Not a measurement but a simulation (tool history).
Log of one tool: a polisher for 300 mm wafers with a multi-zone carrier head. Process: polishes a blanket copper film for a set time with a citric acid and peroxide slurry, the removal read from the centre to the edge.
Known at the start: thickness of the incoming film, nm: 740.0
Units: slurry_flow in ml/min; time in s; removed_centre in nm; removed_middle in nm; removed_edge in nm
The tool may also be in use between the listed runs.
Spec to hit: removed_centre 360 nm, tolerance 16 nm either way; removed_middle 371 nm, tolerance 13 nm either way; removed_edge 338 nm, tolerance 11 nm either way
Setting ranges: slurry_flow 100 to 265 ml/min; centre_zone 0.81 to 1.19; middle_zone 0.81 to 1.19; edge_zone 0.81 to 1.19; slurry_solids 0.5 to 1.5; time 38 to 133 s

run,day,slurry_flow,centre_zone,middle_zone,edge_zone,slurry_solids,time,removed_centre,removed_middle,removed_edge
1,0,170,1,1,1,1,85,308.12,315.9,320.13
2,0.271,170,1,1,1,1,64,235.53,239.34,240.66
3,0.329,170,0.97,1,1,1,64,229.22,235.15,237.99
4,0.367,185,1.02,1.04,1.03,1.15,66,261.74,258.19,259.65
5,0.608,190,1.03,1.07,1.02,1.2,70,284.11,292.1,282.08
6,0.804,200,1.05,1.1,1.03,1.3,71,296.7,314.35,289.7
7,0.879,205,1.07,1.11,1.05,1.35,72,313,316.19,299.03
8,0.925,210,1.08,1.13,1.06,1.4,73,327.49,335.2,308.59
9,1.221,215,1.08,1.14,1.08,1.45,74,327.71,341.68,312.96
10,1.296,220,1.09,1.14,1.09,1.45,75,338.17,342.85,325.05
11,1.625,225,1.1,1.15,1.09,1.45,75,344.04,348.97,322.34

Exercise: of the 5 proposed moves below, exactly one satisfies all targets within the stated allowed misses. Which move is it?
A,1.954,210,1.1,1.02,1.19,1.35,78,?,?,?
B,1.954,230,1.04,1.16,1.14,1.5,75,?,?,?
C,1.954,225,0.88,1.1,0.99,1.5,82,?,?,?
D,1.954,245,1.11,1.16,1.13,1.35,78,?,?,?
E,1.954,240,1.19,1.13,1.08,1.4,75,?,?,?

move,removed_centre,removed_middle,removed_edge
A,350.96,320.66,337.1
B,331.22,356.76,328.12
C,304.96,372.02,338.19
D,362.14,364.85,333.8
E,375.48,344.87,317.09
A: misses by more than the last run did
B: misses by more than the last run did
C: meets the target for the result that was furthest off, but another lies outside its allowed miss
D: every result within its allowed miss
E: misses by more than the last run did
Move D is the one to make.
